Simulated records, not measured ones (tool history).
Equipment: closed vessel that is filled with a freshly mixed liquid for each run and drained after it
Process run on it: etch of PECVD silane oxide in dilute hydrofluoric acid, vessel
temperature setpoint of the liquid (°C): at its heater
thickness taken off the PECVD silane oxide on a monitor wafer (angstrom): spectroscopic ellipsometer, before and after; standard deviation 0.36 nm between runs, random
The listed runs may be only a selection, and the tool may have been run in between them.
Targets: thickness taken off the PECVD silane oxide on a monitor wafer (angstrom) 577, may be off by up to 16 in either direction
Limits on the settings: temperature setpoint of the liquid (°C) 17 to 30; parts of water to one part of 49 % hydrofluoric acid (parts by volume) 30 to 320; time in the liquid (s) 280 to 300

run    day  temperature setpoint of the liquid (°C)  parts of water to one part of 49 % hydrofluoric acid (parts by volume)  time in the liquid (s)  thickness taken off the PECVD silane oxide on a monitor wafer (angstrom)
  1      0                                       22                                                                     175                     280                                                                     259.6
  2  0.233                                     23.5                                                                     160                     280                                                                     308.2
  3  0.433                                     23.5                                                                     135                     280                                                                    367.98
  4  0.558                                     24.5                                                                     130                     280                                                                    401.58
  5  0.858                                     24.5                                                                     130                     280                                                                    401.99
  6  1.071                                     25.5                                                                     125                     280                                                                    440.83
  7    1.4                                     26.5                                                                     125                     280                                                                     462.5
  8  1.758                                       27                                                                     125                     280                                                                    466.31
  9  1.933                                     27.5                                                                     125                     280                                                                    477.88
 10  2.229                                       28                                                                     125                     280                                                                    485.29
 11  2.304                                       28                                                                     125                     280                                                                     484.2
 12  2.492                                     28.5                                                                     120                     280                                                                    516.83
 13  2.846                                       29                                                                     120                     280                                                                    522.92

Exactly one of the 5 candidate moves below puts every result within its allowed miss. Which one?
  A  3.2                                     29.5                                                                     140                     280                                                                         ?
  B  3.2                                       30                                                                     115                     300                                                                         ?
  C  3.2                                       29                                                                     110                     300                                                                         ?
  D  3.2                                     26.5                                                                     115                     280                                                                         ?
  E  3.2                                       30                                                                     120                     300                                                                         ?

move  thickness taken off the PECVD silane oxide on a monitor wafer (angstrom)
   A                                                                    447.99
   B                                                                    615.53
   C                                                                    624.23
   D                                                                    503.59
   E                                                                    585.85
A: the biggest miss grows against the last run
B: takes the result that was furthest off past its target
C: takes the result that was furthest off past its target
D: the biggest miss grows against the last run
E: all results land within tolerance of their targets
So the answer is move E, the one that meets all the targets.
